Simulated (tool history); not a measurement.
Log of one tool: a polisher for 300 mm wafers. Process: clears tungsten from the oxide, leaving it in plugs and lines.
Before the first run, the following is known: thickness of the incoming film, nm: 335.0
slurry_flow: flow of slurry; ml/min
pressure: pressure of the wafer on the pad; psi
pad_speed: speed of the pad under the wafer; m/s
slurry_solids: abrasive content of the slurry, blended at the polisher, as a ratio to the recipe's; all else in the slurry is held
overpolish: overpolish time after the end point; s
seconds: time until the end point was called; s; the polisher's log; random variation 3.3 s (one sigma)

Run 1, day 0: slurry_flow 245 ml/min, pressure 2.4 psi, pad_speed 1.34 m/s, slurry_solids 1, overpolish 33 s. Result: seconds 113.21 s.
Run 2, day 0.175: slurry_flow 245 ml/min, pressure 2.4 psi, pad_speed 1.58 m/s, slurry_solids 1, overpolish 33 s. Result: seconds 98.304 s.
Run 3, day 0.5: slurry_flow 245 ml/min, pressure 2.3 psi, pad_speed 1.52 m/s, slurry_solids 1, overpolish 33 s. Result: seconds 108.54 s.
Run 4, day 0.567: slurry_flow 245 ml/min, pressure 2.2 psi, pad_speed 1.48 m/s, slurry_solids 1, overpolish 33 s. Result: seconds 112.26 s.
Run 5, day 0.621: slurry_flow 245 ml/min, pressure 2.1 psi, pad_speed 1.42 m/s, slurry_solids 1, overpolish 33 s. Result: seconds 125.97 s.
Run 6, day 0.829: slurry_flow 245 ml/min, pressure 2 psi, pad_speed 1.38 m/s, slurry_solids 1, overpolish 33 s. Result: seconds 133.64 s.
Run 7, day 0.971: slurry_flow 245 ml/min, pressure 1.9 psi, pad_speed 1.34 m/s, slurry_solids 1, overpolish 33 s. Result: seconds 145.94 s.
Run 8, day 1.108: slurry_flow 245 ml/min, pressure 1.8 psi, pad_speed 1.32 m/s, slurry_solids 1, overpolish 33 s. Result: seconds 150.96 s.

For run 9, what comes out?
Run 9, day 1.208: slurry_flow 245 ml/min, pressure 1.7 psi, pad_speed 1.28 m/s, slurry_solids 1, overpolish 33 s. Result: seconds ?.

Logged for run 9: seconds 167.81 s.
